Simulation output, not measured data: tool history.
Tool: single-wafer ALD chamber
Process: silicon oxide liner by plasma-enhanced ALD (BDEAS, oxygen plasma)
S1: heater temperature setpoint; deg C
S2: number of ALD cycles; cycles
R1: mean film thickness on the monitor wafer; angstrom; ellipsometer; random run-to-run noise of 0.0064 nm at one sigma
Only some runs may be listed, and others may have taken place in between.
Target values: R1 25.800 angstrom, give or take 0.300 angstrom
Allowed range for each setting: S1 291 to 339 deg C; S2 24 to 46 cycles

Run 1, hour 0.0: S1 315 deg C, S2 35 cycles. Result: R1 31.330 angstrom.
Run 2, hour 2.3: S1 309 deg C, S2 35 cycles. Result: R1 31.667 angstrom.
Run 3, hour 9.4: S1 312 deg C, S2 33 cycles. Result: R1 29.764 angstrom.
Run 4, hour 14.9: S1 315 deg C, S2 32 cycles. Result: R1 28.726 angstrom.
Run 5, hour 16.2: S1 315 deg C, S2 30 cycles. Result: R1 26.864 angstrom.
Run 6, hour 20.5: S1 317 deg C, S2 30 cycles. Result: R1 26.723 angstrom.
Run 7, hour 24.3: S1 317 deg C, S2 30 cycles. Result: R1 26.723 angstrom.
Run 8, hour 28.5: S1 319 deg C, S2 30 cycles. Result: R1 26.651 angstrom.
Run 9, hour 35.3: S1 321 deg C, S2 30 cycles. Result: R1 26.604 angstrom.
Run 10, hour 36.4: S1 323 deg C, S2 30 cycles. Result: R1 26.625 angstrom.

Which of these 4 next moves meets every target?
Run A, hour 37.5: S1 328 deg C, S2 31 cycles. Result: R1 ?.
Run B, hour 37.5: S1 329 deg C, S2 31 cycles. Result: R1 ?.
Run C, hour 37.5: S1 326 deg C, S2 31 cycles. Result: R1 ?.
Run D, hour 37.5: S1 319 deg C, S2 29 cycles. Result: R1 ?.

move      R1
   A  27.253
   B  27.212
   C  27.336
   D  25.842
A: its largest miss is bigger than the last run's
B: its largest miss is bigger than the last run's
C: its largest miss is bigger than the last run's
D: every result within its allowed miss
Answer: D

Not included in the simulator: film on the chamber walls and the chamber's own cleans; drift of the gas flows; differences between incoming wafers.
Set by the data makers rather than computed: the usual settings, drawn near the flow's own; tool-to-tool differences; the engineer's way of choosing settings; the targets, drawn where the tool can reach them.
